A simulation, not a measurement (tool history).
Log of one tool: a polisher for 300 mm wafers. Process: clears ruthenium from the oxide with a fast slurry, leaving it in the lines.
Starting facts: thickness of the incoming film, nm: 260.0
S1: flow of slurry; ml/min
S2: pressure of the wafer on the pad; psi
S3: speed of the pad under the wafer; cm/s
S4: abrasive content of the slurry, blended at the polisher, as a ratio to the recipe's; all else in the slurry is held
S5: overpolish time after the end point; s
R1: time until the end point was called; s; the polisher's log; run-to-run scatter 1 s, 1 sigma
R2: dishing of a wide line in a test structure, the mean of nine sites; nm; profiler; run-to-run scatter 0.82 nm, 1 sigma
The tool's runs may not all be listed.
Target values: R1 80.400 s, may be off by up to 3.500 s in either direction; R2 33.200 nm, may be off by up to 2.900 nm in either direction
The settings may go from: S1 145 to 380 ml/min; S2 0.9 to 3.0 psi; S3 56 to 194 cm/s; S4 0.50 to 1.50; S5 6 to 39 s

run,hour,S1,S2,S3,S4,S5,R1,R2
1,0.0,245,1.9,124,1.00,20,65.583,64.145
2,7.3,245,1.8,124,1.00,18,69.925,53.995
3,15.7,245,1.8,124,1.00,23,66.303,65.683
4,18.7,245,1.8,124,1.00,26,67.419,72.130
5,27.0,245,1.8,124,1.00,23,68.859,65.421
6,29.2,205,1.8,124,1.00,23,69.354,68.377
7,32.7,215,1.8,124,1.00,21,68.813,58.611
8,40.2,215,1.8,124,1.00,19,67.858,57.830
9,42.0,215,1.7,124,1.00,17,72.964,48.016
10,43.4,215,1.7,124,1.00,16,71.545,48.182
11,48.2,215,1.7,124,1.00,15,73.260,44.289
12,54.2,215,1.7,124,1.00,14,72.719,40.576
13,58.4,215,1.6,124,1.00,13,77.267,37.300
14,60.2,215,1.6,124,1.00,12,77.382,35.652
15,62.3,215,1.5,124,1.00,11,83.665,29.544

Pick the move, out of 4, that brings all results within their allowed miss; only one does.
A,64.4,165,1.6,128,0.70,13,?,?
B,64.4,200,1.5,130,1.10,8,?,?
C,64.4,215,1.7,102,0.85,12,?,?
D,64.4,260,1.8,94,1.00,12,?,?

move,R1,R2
A,88.393,31.970
B,76.557,23.416
C,85.815,30.554
D,78.414,33.126
A: brings the result that was furthest off to its target, and leaves another outside
B: the biggest miss grows against the last run
C: brings the result that was furthest off to its target, and leaves another outside
D: meets every target
Correct choice: D, which meets every target

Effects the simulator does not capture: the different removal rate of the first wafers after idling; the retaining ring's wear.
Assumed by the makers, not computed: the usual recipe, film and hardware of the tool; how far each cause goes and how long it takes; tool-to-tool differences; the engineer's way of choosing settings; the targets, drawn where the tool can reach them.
